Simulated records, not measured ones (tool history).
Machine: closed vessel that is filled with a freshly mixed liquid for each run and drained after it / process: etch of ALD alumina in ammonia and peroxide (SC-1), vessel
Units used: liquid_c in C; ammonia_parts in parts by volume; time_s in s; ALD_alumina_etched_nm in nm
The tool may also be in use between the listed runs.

Run 1, hour 0.0: liquid_c 52.0 C, ammonia_parts 0.85 parts by volume, time_s 325 s. Result: ALD_alumina_etched_nm 26.394 nm.
Run 2, hour 7.9: liquid_c 52.0 C, ammonia_parts 0.85 parts by volume, time_s 325 s. Result: ALD_alumina_etched_nm 26.276 nm.
Run 3, hour 16.1: liquid_c 52.0 C, ammonia_parts 1.05 parts by volume, time_s 325 s. Result: ALD_alumina_etched_nm 27.328 nm.
Run 4, hour 18.6: liquid_c 52.0 C, ammonia_parts 1.05 parts by volume, time_s 325 s. Result: ALD_alumina_etched_nm 27.302 nm.
Run 5, hour 20.8: liquid_c 47.5 C, ammonia_parts 1.05 parts by volume, time_s 325 s. Result: ALD_alumina_etched_nm 21.136 nm.
Run 6, hour 24.1: liquid_c 44.5 C, ammonia_parts 1.05 parts by volume, time_s 325 s. Result: ALD_alumina_etched_nm 17.768 nm.
Run 7, hour 32.8: liquid_c 44.5 C, ammonia_parts 1.05 parts by volume, time_s 325 s. Result: ALD_alumina_etched_nm 17.551 nm.
Run 8, hour 35.4: liquid_c 42.5 C, ammonia_parts 1.05 parts by volume, time_s 325 s. Result: ALD_alumina_etched_nm 15.862 nm.
Run 9, hour 42.4: liquid_c 41.0 C, ammonia_parts 1.05 parts by volume, time_s 325 s. Result: ALD_alumina_etched_nm 14.535 nm.

Expected results for the next run?
Run 10, hour 50.4: liquid_c 40.0 C, ammonia_parts 1.05 parts by volume, time_s 325 s. Result: ALD_alumina_etched_nm ?.

{"run 10": {"ALD_alumina_etched_nm": 13.415}}
